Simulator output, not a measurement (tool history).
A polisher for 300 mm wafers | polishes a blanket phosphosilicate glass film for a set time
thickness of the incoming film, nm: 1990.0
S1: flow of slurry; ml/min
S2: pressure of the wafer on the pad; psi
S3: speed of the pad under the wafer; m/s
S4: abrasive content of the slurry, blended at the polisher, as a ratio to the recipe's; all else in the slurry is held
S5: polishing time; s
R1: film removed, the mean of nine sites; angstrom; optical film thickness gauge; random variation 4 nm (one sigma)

run	hour	S1	S2	S3	S4	S5	R1
1	0.0	230	3.4	1.14	1.0	88	8005.5
2	6.8	270	3.4	1.14	1.0	88	8267.2
3	15.6	270	3.4	1.04	1.0	88	7748.7
4	23.2	270	3.4	1.22	1.0	88	8615.1
5	30.4	265	3.1	1.18	1.0	88	7681.6
6	35.6	260	2.8	1.14	1.0	88	6859.2
7	40.8	255	2.6	1.10	1.0	88	6034.0
8	43.4	250	2.4	1.10	1.0	88	5620.5
9	50.5	245	2.3	1.10	1.0	88	5504.6
10	51.9	240	2.2	1.10	1.0	88	5127.4
11	53.1	230	2.1	1.10	1.0	88	4991.5
12	56.2	225	2.0	1.10	1.0	88	4693.4
13	62.0	215	2.0	1.10	1.0	88	4622.1
14	68.8	215	2.0	1.10	1.0	88	4702.0
15	73.9	210	2.0	1.10	1.0	88	4687.5

The next listed run, before its measurement:
16	75.7	205	1.9	1.10	1.0	88	?

R1: 4439.7 angstrom
